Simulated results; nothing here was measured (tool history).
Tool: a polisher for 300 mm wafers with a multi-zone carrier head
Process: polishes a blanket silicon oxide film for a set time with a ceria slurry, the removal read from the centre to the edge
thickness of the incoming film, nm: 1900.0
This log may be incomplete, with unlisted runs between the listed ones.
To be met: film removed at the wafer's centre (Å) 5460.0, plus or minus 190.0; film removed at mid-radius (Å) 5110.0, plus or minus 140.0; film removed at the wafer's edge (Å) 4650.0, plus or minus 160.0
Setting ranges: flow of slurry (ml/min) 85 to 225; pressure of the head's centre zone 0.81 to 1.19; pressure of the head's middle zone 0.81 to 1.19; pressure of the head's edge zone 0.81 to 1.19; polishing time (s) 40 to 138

| run | day | flow of slurry (ml/min) | pressure of the head's centre zone | pressure of the head's middle zone | pressure of the head's edge zone | polishing time (s) | film removed at the wafer's centre (Å) | film removed at mid-radius (Å) | film removed at the wafer's edge (Å) |
|---|---|---|---|---|---|---|---|---|---|
| 1 | 0.000 | 145 | 1.00 | 1.00 | 1.00 | 88 | 5707.7 | 5588.6 | 5697.7 |
| 2 | 0.288 | 135 | 1.02 | 1.01 | 0.94 | 86 | 5551.4 | 5428.7 | 5330.8 |
| 3 | 0.362 | 135 | 1.02 | 1.01 | 1.03 | 86 | 5721.7 | 5491.9 | 5613.8 |
| 4 | 0.562 | 130 | 1.05 | 1.02 | 0.96 | 84 | 5640.6 | 5395.2 | 5175.3 |
| 5 | 0.871 | 130 | 1.05 | 1.02 | 0.96 | 63 | 4189.4 | 4010.4 | 3919.3 |
| 6 | 1.138 | 150 | 1.08 | 1.06 | 1.01 | 64 | 4581.2 | 4314.1 | 4191.0 |
| 7 | 1.392 | 165 | 1.10 | 1.10 | 1.03 | 65 | 4748.9 | 4664.7 | 4407.4 |
| 8 | 1.450 | 180 | 1.13 | 1.11 | 1.03 | 65 | 5124.5 | 4728.5 | 4269.7 |
| 9 | 1.788 | 190 | 1.13 | 1.12 | 1.05 | 66 | 5095.2 | 4908.5 | 4570.4 |
| 10 | 1.900 | 195 | 1.14 | 1.12 | 1.05 | 66 | 5194.5 | 4846.3 | 4517.0 |
| 11 | 2.083 | 200 | 1.15 | 1.13 | 1.05 | 66 | 5340.7 | 4929.3 | 4575.8 |

Which single option among these 5 for the next run brings every result within its allowed miss of target? Just one does.
| A | 2.267 | 220 | 1.16 | 1.17 | 0.95 | 65 | ? | ? | ? |
| B | 2.267 | 190 | 1.08 | 1.05 | 0.91 | 73 | ? | ? | ? |
| C | 2.267 | 190 | 1.18 | 1.03 | 1.07 | 66 | ? | ? | ? |
| D | 2.267 | 195 | 1.17 | 1.11 | 1.06 | 66 | ? | ? | ? |
| E | 2.267 | 200 | 1.13 | 1.11 | 1.10 | 65 | ? | ? | ? |

| move | film removed at the wafer's centre (Å) | film removed at mid-radius (Å) | film removed at the wafer's edge (Å) |
|---|---|---|---|
| A | 5341.9 | 5098.6 | 4304.7 |
| B | 5449.6 | 5113.7 | 4675.8 |
| C | 5385.7 | 4545.0 | 4561.0 |
| D | 5366.3 | 4863.7 | 4548.5 |
| E | 5124.5 | 4808.6 | 4574.1 |
A: the furthest-off result lands on target, but another misses its tolerance
B: each result inside its tolerance
C: its largest miss is bigger than the last run's
D: its largest miss is bigger than the last run's
E: its largest miss is bigger than the last run's
Move B is the one to make.
